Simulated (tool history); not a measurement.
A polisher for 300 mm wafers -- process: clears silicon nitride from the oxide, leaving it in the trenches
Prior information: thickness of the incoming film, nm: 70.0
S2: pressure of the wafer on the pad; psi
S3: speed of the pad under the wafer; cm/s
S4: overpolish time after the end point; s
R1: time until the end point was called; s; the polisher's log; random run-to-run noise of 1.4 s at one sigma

Run 1, hour 0.0: flow of slurry (ml/min) 145, S2 1.8 psi, S3 110 cm/s, S4 18 s. Result: R1 119.220 s.
Run 2, hour 3.6: flow of slurry (ml/min) 145, S2 1.8 psi, S3 136 cm/s, S4 18 s. Result: R1 96.650 s.
Run 3, hour 10.9: flow of slurry (ml/min) 145, S2 2.1 psi, S3 136 cm/s, S4 18 s. Result: R1 83.339 s.
Run 4, hour 13.1: flow of slurry (ml/min) 140, S2 1.8 psi, S3 134 cm/s, S4 18 s. Result: R1 97.569 s.
Run 5, hour 14.9: flow of slurry (ml/min) 140, S2 1.6 psi, S3 132 cm/s, S4 18 s. Result: R1 111.450 s.
Run 6, hour 22.8: flow of slurry (ml/min) 125, S2 1.6 psi, S3 132 cm/s, S4 18 s. Result: R1 112.270 s.
Run 7, hour 29.2: flow of slurry (ml/min) 125, S2 1.6 psi, S3 132 cm/s, S4 18 s. Result: R1 114.590 s.
Run 8, hour 32.4: flow of slurry (ml/min) 120, S2 1.5 psi, S3 132 cm/s, S4 18 s. Result: R1 120.470 s.

The next listed run, before its measurement:
Run 9, hour 40.8: flow of slurry (ml/min) 115, S2 1.4 psi, S3 132 cm/s, S4 18 s. Result: R1 ?.

{"run 9": {"R1": 132.18}}
